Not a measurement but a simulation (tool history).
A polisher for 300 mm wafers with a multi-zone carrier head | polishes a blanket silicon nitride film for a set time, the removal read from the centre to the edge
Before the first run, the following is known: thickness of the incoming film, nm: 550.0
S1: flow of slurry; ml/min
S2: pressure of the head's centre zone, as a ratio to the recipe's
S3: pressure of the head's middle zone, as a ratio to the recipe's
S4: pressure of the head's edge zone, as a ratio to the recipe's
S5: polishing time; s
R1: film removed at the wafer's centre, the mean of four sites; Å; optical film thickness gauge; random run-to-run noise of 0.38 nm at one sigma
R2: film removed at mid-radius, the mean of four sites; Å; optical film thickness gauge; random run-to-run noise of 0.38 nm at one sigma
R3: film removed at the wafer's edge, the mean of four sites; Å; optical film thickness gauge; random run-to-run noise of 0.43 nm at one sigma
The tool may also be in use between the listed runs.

run,hour,S1,S2,S3,S4,S5,R1,R2,R3
1,0,205,1,1,1,35,532.8,536.9,539.25
2,5,200,1.03,0.94,0.96,32,496.29,460,490.93
3,8.9,245,1.03,0.94,0.96,32,513.63,482.45,501.69
4,16.7,210,1.03,0.94,0.96,32,504.7,466.95,487.35
5,24.8,180,1.03,0.94,0.96,32,488.34,460.7,480.09
6,29.6,160,1.03,0.94,0.96,32,474.23,442.94,466.5
7,35.9,150,1.06,0.9,0.93,31,463.13,405.88,448.02

Expected results for the next run?
8,39.4,150,1.09,0.89,0.9,30,?,?,?

{"run 8": {"R1": 466.16, "R2": 387.29, "R3": 424.52}}

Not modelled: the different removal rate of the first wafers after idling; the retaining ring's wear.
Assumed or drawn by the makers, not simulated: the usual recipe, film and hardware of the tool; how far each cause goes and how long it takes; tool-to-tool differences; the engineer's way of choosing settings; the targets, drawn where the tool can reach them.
